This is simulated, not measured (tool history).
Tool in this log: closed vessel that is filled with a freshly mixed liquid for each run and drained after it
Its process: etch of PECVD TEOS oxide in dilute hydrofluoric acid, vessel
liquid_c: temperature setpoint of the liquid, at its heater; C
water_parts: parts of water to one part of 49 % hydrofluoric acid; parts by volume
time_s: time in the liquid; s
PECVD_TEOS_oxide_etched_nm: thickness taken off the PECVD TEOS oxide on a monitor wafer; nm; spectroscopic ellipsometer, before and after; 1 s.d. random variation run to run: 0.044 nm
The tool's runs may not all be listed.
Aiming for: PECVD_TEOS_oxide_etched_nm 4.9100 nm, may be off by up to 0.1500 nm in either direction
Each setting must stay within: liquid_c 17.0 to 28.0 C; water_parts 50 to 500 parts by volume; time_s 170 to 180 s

run  hour  liquid_c  water_parts  time_s  PECVD_TEOS_oxide_etched_nm
  1   0.0      20.0          275     170                      7.4804
  2   5.1      17.0          275     170                      6.6163
  3  13.9      17.0          370     170                      4.5905
  4  16.3      17.5          370     170                      4.6943
  5  19.3      17.5          280     170                      6.5767
  6  27.5      17.5          295     170                      6.2887
  7  28.8      17.5          305     170                      5.9879
  8  36.1      17.5          315     170                      5.7140
  9  37.0      17.5          320     170                      5.5261
 10  44.6      17.5          325     170                      5.5880
 11  51.8      17.5          330     170                      5.4821
 12  53.7      17.5          335     170                      5.2321
 13  59.5      17.0          340     170                      5.0531

Below are 5 possible settings for the next run. Only one of them brings all results inside the allowed miss of their targets. Which is it?
  A  65.3      17.0          360     175                           ?
  B  65.3      17.0          340     180                           ?
  C  65.3      17.0          345     180                           ?
  D  65.3      20.5          365     170                           ?
  E  65.3      17.5          355     180                           ?

move  PECVD_TEOS_oxide_etched_nm
   A                      4.8690
   B                      5.3887
   C                      5.2892
   D                      5.2684
   E                      5.1936
A: all results land within tolerance of their targets
B: the biggest miss grows against the last run
C: the biggest miss grows against the last run
D: the biggest miss grows against the last run
E: the biggest miss grows against the last run
The move that meets every target is A.
